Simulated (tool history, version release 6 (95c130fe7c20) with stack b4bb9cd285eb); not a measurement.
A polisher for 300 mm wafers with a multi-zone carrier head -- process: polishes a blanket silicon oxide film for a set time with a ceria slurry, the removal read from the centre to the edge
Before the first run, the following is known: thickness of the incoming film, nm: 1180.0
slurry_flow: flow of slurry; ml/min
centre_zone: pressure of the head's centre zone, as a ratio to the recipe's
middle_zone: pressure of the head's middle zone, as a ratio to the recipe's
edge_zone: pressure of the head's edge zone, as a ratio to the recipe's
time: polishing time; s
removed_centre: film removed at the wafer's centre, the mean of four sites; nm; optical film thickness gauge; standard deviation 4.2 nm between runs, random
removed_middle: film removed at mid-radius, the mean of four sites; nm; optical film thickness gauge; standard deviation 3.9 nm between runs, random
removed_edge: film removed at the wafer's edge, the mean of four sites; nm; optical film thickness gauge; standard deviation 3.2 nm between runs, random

run	hour	slurry_flow	centre_zone	middle_zone	edge_zone	time	removed_centre	removed_middle	removed_edge
1	0	320	1	1	1	63	349.29	358.4	347.48
2	3.6	320	1	1	1	71	396.61	405.2	392.4
3	10.4	320	1.08	1	1	71	421.41	404.41	394.59
4	12.7	325	1.09	1.01	1.01	72	429.67	419.81	407.26
5	15.7	330	1.1	1.02	1.01	73	439.18	422.46	413.02
6	23.9	335	1.11	1.03	1.01	74	450.16	440.36	416.63
7	24.9	340	1.12	1.03	1.02	75	469.19	440.49	424.98
8	32.4	340	1.12	1.04	1.03	76	468.04	446.54	431.79

Forecast run 9:
9	33.7	340	1.12	1.05	1.03	77	?	?	?

Run 9 measured removed_centre 482.02 nm, removed_middle 461.52 nm, removed_edge 444 nm.

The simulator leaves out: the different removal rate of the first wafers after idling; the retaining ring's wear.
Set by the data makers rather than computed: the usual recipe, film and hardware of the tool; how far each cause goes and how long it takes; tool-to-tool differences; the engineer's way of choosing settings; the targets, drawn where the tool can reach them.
